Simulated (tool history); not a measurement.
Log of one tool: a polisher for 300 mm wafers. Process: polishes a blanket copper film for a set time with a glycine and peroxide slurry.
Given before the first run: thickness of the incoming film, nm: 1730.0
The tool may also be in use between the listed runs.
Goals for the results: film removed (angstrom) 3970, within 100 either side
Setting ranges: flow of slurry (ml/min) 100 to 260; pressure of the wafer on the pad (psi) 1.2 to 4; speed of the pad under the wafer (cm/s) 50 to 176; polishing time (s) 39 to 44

run	hour	flow of slurry (ml/min)	pressure of the wafer on the pad (psi)	speed of the pad under the wafer (cm/s)	polishing time (s)	film removed (angstrom)
1	0	165	2.6	112	44	2531.8
2	2.8	175	2.9	112	44	2812.8
3	3.9	180	3.1	112	44	2984.2
4	7.8	180	3.6	112	44	3393.2
5	15.6	190	3.7	112	44	3507.8
6	20.6	190	3.7	112	39	3100
7	21.9	190	3.8	116	39	3257.3
8	25.4	190	3.8	122	39	3358.2
9	26.2	190	3.8	128	39	3448.3

Pick the move, out of 5, that brings all results within their allowed miss; only one does.
A	27	155	3.9	136	40	?
B	27	190	4	142	43	?
C	27	160	3.8	112	39	?
D	27	120	3.9	174	42	?
E	27	175	3.9	130	43	?

move	film removed (angstrom)
A	3698.1
B	4315.4
C	3097.2
D	4460.2
E	3918.8
A: an improvement on the last run, though not all results are within tolerance
B: the result that was furthest off in the last run now lies on the other side of its target
C: the biggest miss grows against the last run
D: the result that was furthest off in the last run now lies on the other side of its target
E: in spec on every target
Answer: E

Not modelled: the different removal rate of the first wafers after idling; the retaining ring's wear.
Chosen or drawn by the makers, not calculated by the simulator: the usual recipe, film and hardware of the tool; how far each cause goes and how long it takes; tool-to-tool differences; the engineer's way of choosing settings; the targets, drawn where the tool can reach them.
